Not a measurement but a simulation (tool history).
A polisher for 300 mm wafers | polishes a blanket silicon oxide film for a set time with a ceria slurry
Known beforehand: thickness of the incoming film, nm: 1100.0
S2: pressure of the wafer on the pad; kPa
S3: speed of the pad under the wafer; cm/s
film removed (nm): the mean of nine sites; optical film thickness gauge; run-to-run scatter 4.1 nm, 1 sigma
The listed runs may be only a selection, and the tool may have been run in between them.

run 1 day=0 | flow_of_slurry_(ml/min)=310 S2=26.2 S3=88 polishing_time_(s)=61 | film_removed_(nm)=306.3
run 2 day=0.229 | flow_of_slurry_(ml/min)=340 S2=26.2 S3=88 polishing_time_(s)=61 | film_removed_(nm)=313.48
run 3 day=0.342 | flow_of_slurry_(ml/min)=350 S2=27.6 S3=88 polishing_time_(s)=61 | film_removed_(nm)=328.93
run 4 day=0.612 | flow_of_slurry_(ml/min)=390 S2=27.6 S3=88 polishing_time_(s)=61 | film_removed_(nm)=332.99
run 5 day=0.983 | flow_of_slurry_(ml/min)=390 S2=29 S3=88 polishing_time_(s)=61 | film_removed_(nm)=342.78
run 6 day=1.229 | flow_of_slurry_(ml/min)=390 S2=30.3 S3=88 polishing_time_(s)=61 | film_removed_(nm)=362.79

For run 7, what comes out?
run 7 day=1.567 | flow_of_slurry_(ml/min)=390 S2=31.7 S3=88 polishing_time_(s)=61 | film_removed_(nm)=?

Run 7 yielded film removed (nm) 379.05.

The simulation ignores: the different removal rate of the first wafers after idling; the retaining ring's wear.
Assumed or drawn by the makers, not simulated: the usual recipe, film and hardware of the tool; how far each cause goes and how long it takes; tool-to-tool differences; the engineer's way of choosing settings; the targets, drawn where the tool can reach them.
